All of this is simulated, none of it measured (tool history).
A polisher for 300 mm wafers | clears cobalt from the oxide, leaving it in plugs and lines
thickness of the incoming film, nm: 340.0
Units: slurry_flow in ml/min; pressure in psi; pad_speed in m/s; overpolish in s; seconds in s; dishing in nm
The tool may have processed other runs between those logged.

run 1 hour=0 | slurry_flow=180 pressure=2.2 pad_speed=0.8 overpolish=9 | seconds=79.673 dishing=24.816
run 2 hour=6.2 | slurry_flow=180 pressure=2 pad_speed=0.8 overpolish=10 | seconds=86.594 dishing=25.796
run 3 hour=10.2 | slurry_flow=180 pressure=1.9 pad_speed=0.8 overpolish=10 | seconds=90.769 dishing=25.014
run 4 hour=12.2 | slurry_flow=180 pressure=1.9 pad_speed=0.8 overpolish=8 | seconds=90.417 dishing=21.741
run 5 hour=16.8 | slurry_flow=145 pressure=1.9 pad_speed=0.8 overpolish=8 | seconds=91.809 dishing=21.702
run 6 hour=19.6 | slurry_flow=145 pressure=1.8 pad_speed=0.8 overpolish=9 | seconds=98.37 dishing=21.43

Run 7, settings as shown, results not yet in. Your forecast:
run 7 hour=26.2 | slurry_flow=145 pressure=1.7 pad_speed=0.8 overpolish=10 | seconds=? dishing=?

seconds: 99.646 s
dishing: 24.166 nm
